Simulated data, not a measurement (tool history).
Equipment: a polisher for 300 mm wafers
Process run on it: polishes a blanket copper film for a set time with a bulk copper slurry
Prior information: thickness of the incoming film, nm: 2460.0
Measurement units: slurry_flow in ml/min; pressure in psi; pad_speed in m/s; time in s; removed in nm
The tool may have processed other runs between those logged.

Run 1, hour 0: slurry_flow 260 ml/min, pressure 2.9 psi, pad_speed 0.82 m/s, slurry_solids 1, time 51 s. Result: removed 350.03 nm.
Run 2, hour 8.9: slurry_flow 260 ml/min, pressure 2.9 psi, pad_speed 0.82 m/s, slurry_solids 1, time 46 s. Result: removed 314.98 nm.
Run 3, hour 14.1: slurry_flow 260 ml/min, pressure 2.9 psi, pad_speed 1 m/s, slurry_solids 1, time 46 s. Result: removed 383.61 nm.
Run 4, hour 20.3: slurry_flow 260 ml/min, pressure 2.9 psi, pad_speed 1 m/s, slurry_solids 0.9, time 46 s. Result: removed 373.41 nm.
Run 5, hour 23: slurry_flow 285 ml/min, pressure 2.9 psi, pad_speed 1 m/s, slurry_solids 0.9, time 46 s. Result: removed 376.5 nm.
Run 6, hour 26.5: slurry_flow 285 ml/min, pressure 2.6 psi, pad_speed 1 m/s, slurry_solids 0.9, time 46 s. Result: removed 336.71 nm.
Run 7, hour 29.5: slurry_flow 285 ml/min, pressure 2.4 psi, pad_speed 1 m/s, slurry_solids 0.9, time 46 s. Result: removed 314.12 nm.
Run 8, hour 36.3: slurry_flow 285 ml/min, pressure 2.2 psi, pad_speed 1 m/s, slurry_solids 0.9, time 46 s. Result: removed 286.36 nm.
Run 9, hour 37.9: slurry_flow 285 ml/min, pressure 2.2 psi, pad_speed 1 m/s, slurry_solids 0.9, time 46 s. Result: removed 287.29 nm.
Run 10, hour 38.9: slurry_flow 280 ml/min, pressure 2.1 psi, pad_speed 1 m/s, slurry_solids 0.9, time 46 s. Result: removed 274.63 nm.
Run 11, hour 43.2: slurry_flow 230 ml/min, pressure 1.7 psi, pad_speed 1 m/s, slurry_solids 0.9, time 46 s. Result: removed 219.21 nm.
Run 12, hour 44.8: slurry_flow 245 ml/min, pressure 1.7 psi, pad_speed 1 m/s, slurry_solids 0.9, time 46 s. Result: removed 222.61 nm.
Run 13, hour 48.6: slurry_flow 255 ml/min, pressure 1.7 psi, pad_speed 1 m/s, slurry_solids 0.9, time 46 s. Result: removed 221.41 nm.
At hour 51.3: slurry blender recalibrated.
Run 14, hour 51.3: slurry_flow 270 ml/min, pressure 1.7 psi, pad_speed 1 m/s, slurry_solids 0.9, time 46 s. Result: removed 252.91 nm.
Run 15, hour 52: slurry_flow 265 ml/min, pressure 1.7 psi, pad_speed 1 m/s, slurry_solids 0.9, time 46 s. Result: removed 250.73 nm.
Run 16, hour 53: slurry_flow 260 ml/min, pressure 1.7 psi, pad_speed 1 m/s, slurry_solids 0.9, time 46 s. Result: removed 250.38 nm.
Run 17, hour 53.8: slurry_flow 255 ml/min, pressure 1.7 psi, pad_speed 1 m/s, slurry_solids 0.9, time 46 s. Result: removed 249.14 nm.
Run 18, hour 60.6: slurry_flow 250 ml/min, pressure 1.7 psi, pad_speed 1 m/s, slurry_solids 0.9, time 46 s. Result: removed 250.8 nm.

Forecast run 19:
Run 19, hour 64.2: slurry_flow 245 ml/min, pressure 1.7 psi, pad_speed 1 m/s, slurry_solids 0.9, time 46 s. Result: removed ?.

Run 19 produced removed 251.65 nm.
